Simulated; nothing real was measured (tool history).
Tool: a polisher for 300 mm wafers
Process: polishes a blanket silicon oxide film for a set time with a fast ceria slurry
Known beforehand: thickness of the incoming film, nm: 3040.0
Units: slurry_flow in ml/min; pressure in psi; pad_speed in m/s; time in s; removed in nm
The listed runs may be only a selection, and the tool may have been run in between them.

{"run": 1, "hour": 0.0, "slurry_flow": 200, "pressure": 3.4, "pad_speed": 1.28, "time": 57, "removed": 1611.7}
{"run": 2, "hour": 2.8, "slurry_flow": 200, "pressure": 3.6, "pad_speed": 1.28, "time": 57, "removed": 1725.0}
{"run": 3, "hour": 8.6, "slurry_flow": 200, "pressure": 3.8, "pad_speed": 1.28, "time": 57, "removed": 1781.0}
{"run": 4, "hour": 16.5, "slurry_flow": 200, "pressure": 4.0, "pad_speed": 1.28, "time": 57, "removed": 1849.5}
{"run": 5, "hour": 17.7, "slurry_flow": 200, "pressure": 3.7, "pad_speed": 1.28, "time": 57, "removed": 1732.0}
{"run": 6, "hour": 22.8, "slurry_flow": 200, "pressure": 3.7, "pad_speed": 1.04, "time": 57, "removed": 1388.1}
{"run": 7, "hour": 25.7, "slurry_flow": 200, "pressure": 4.7, "pad_speed": 1.08, "time": 57, "removed": 1790.2}

Estimate the outcome of run 8 from the log above:
{"run": 8, "hour": 31.3, "slurry_flow": 200, "pressure": 4.9, "pad_speed": 1.1, "time": 57, "removed": "?"}

removed: 1887.3 nm
